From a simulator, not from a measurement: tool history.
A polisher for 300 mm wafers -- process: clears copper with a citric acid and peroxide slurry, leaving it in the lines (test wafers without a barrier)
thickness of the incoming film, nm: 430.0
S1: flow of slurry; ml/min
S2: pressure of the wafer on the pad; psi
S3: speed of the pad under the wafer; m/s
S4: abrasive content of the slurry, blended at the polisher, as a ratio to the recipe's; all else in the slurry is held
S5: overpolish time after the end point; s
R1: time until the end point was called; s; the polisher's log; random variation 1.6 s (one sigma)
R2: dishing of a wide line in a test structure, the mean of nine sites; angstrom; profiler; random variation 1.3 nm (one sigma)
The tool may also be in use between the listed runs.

{"run": 1, "hour": 0.0, "S1": 200, "S2": 3.6, "S3": 1.36, "S4": 1, "S5": 18, "R1": 109.19, "R2": 443.77}
{"run": 2, "hour": 2.2, "S1": 200, "S2": 3.9, "S3": 1.36, "S4": 1, "S5": 20, "R1": 105.02, "R2": 495.5}
{"run": 3, "hour": 5.3, "S1": 200, "S2": 4.2, "S3": 1.38, "S4": 1, "S5": 21, "R1": 99.736, "R2": 558.12}
{"run": 4, "hour": 13.1, "S1": 200, "S2": 3.8, "S3": 1.38, "S4": 1, "S5": 21, "R1": 105.8, "R2": 525.43}
{"run": 5, "hour": 16.1, "S1": 200, "S2": 4.1, "S3": 1.4, "S4": 1, "S5": 22, "R1": 97.693, "R2": 581.87}
{"run": 6, "hour": 21.6, "S1": 200, "S2": 3.5, "S3": 1.4, "S4": 1, "S5": 22, "R1": 104.12, "R2": 513.04}
{"run": 7, "hour": 22.2, "S1": 200, "S2": 3.9, "S3": 1.42, "S4": 1, "S5": 22, "R1": 96.312, "R2": 566.25}
{"run": 8, "hour": 27.0, "S1": 200, "S2": 4.2, "S3": 1.42, "S4": 1, "S5": 23, "R1": 96.679, "R2": 607.94}

Run 9 comes next. What will it give?
{"run": 9, "hour": 34.9, "S1": 200, "S2": 4.5, "S3": 1.44, "S4": 1, "S5": 23, "R1": "?", "R2": "?"}

{"run 9": {"R1": 87.434, "R2": 635.8}}

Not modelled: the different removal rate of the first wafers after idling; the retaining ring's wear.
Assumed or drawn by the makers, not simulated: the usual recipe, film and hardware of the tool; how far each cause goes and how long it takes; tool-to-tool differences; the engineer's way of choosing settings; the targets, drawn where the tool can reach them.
